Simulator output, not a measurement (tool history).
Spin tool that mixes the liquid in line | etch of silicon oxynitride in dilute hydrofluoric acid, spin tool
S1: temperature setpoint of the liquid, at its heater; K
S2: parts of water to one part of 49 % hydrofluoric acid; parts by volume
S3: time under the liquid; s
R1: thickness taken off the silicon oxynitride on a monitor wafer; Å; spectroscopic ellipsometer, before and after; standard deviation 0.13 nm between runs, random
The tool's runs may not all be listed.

run 1 hour=0.0 | S1=293.15 S2=40 S3=255 | R1=221.19
run 2 hour=0.6 | S1=292.65 S2=40 S3=255 | R1=211.71
run 3 hour=8.7 | S1=292.15 S2=40 S3=255 | R1=204.67
run 4 hour=16.5 | S1=292.15 S2=40 S3=255 | R1=206.03
run 5 hour=18.9 | S1=291.15 S2=45 S3=255 | R1=171.51
run 6 hour=22.7 | S1=293.15 S2=45 S3=255 | R1=189.36
run 7 hour=26.8 | S1=292.65 S2=45 S3=255 | R1=184.67

Forecast run 8:
run 8 hour=30.2 | S1=292.15 S2=45 S3=255 | R1=?

R1: 181.56 Å
